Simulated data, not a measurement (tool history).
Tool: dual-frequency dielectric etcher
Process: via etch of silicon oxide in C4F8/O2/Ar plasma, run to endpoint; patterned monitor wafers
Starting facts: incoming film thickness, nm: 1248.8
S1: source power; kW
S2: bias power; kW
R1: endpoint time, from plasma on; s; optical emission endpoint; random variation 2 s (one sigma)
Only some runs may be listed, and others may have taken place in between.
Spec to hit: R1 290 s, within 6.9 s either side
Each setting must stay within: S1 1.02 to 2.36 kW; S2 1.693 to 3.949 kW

{"run": 1, "day": 0.0, "S1": 1.69, "S2": 2.821, "R1": 237.91}
{"run": 2, "day": 0.046, "S1": 1.61, "S2": 2.749, "R1": 248.32}
{"run": 3, "day": 0.35, "S1": 1.44, "S2": 2.749, "R1": 265.74}
{"run": 4, "day": 0.479, "S1": 1.18, "S2": 2.749, "R1": 300.36}
{"run": 5, "day": 0.662, "S1": 1.46, "S2": 2.749, "R1": 263.95}
{"run": 6, "day": 0.979, "S1": 1.43, "S2": 2.741, "R1": 263.97}
{"run": 7, "day": 1.138, "S1": 1.4, "S2": 2.732, "R1": 269.11}
{"run": 8, "day": 1.492, "S1": 1.38, "S2": 2.725, "R1": 275.56}
{"run": 9, "day": 1.783, "S1": 1.19, "S2": 2.644, "R1": 302.39}
{"run": 10, "day": 1.979, "S1": 1.2, "S2": 2.647, "R1": 300.32}

Exercise: of the 4 proposed moves below, exactly one satisfies all targets within the stated allowed misses. Which move is it?
{"run": "A", "day": 2.175, "S1": 1.19, "S2": 2.987, "R1": "?"}
{"run": "B", "day": 2.175, "S1": 1.19, "S2": 2.391, "R1": "?"}
{"run": "C", "day": 2.175, "S1": 1.15, "S2": 2.843, "R1": "?"}
{"run": "D", "day": 2.175, "S1": 1.29, "S2": 2.962, "R1": "?"}

move=A R1=289.06
move=B R1=305.23
move=C R1=299.57
move=D R1=274.81
A: all results land within tolerance of their targets
B: lands further from the targets than the last run did
C: gains on the last run, yet a result remains outside its allowed miss
D: carries the result that was furthest off beyond its target, to the other side
Answer: A
